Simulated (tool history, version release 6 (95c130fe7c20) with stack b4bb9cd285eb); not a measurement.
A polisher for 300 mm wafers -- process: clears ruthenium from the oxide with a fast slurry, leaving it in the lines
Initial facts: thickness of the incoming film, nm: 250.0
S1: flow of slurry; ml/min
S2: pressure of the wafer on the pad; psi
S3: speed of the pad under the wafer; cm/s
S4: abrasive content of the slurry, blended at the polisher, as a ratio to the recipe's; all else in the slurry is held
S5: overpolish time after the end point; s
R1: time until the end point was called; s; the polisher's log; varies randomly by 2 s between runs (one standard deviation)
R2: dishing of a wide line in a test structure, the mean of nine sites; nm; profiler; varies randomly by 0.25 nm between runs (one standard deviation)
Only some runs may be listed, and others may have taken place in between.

run 1 day=0.000 | S1=150 S2=2.8 S3=126 S4=1.00 S5=15 | R1=56.495 R2=46.9500
run 2 day=0.229 | S1=150 S2=2.8 S3=126 S4=0.85 S5=15 | R1=63.271 R2=43.9650
run 3 day=0.475 | S1=150 S2=2.8 S3=126 S4=0.85 S5=21 | R1=66.187 R2=58.3420
run 4 day=0.850 | S1=150 S2=3.2 S3=126 S4=0.85 S5=21 | R1=57.494 R2=63.6230
run 5 day=1.092 | S1=130 S2=2.9 S3=102 S4=0.85 S5=15 | R1=80.314 R2=36.9290
-- day=1.254 slurry blender recalibrated
run 6 day=1.254 | S1=130 S2=2.9 S3=102 S4=0.85 S5=9 | R1=67.852 R2=25.9700
run 7 day=1.492 | S1=130 S2=2.1 S3=88 S4=0.85 S5=4 | R1=103.920 R2=8.1484

Predict the results of run 8:
run 8 day=1.704 | S1=115 S2=2.2 S3=80 S4=0.75 S5=9 | R1=? R2=?

{"run 8": {"R1": 122.42, "R2": 15.455}}

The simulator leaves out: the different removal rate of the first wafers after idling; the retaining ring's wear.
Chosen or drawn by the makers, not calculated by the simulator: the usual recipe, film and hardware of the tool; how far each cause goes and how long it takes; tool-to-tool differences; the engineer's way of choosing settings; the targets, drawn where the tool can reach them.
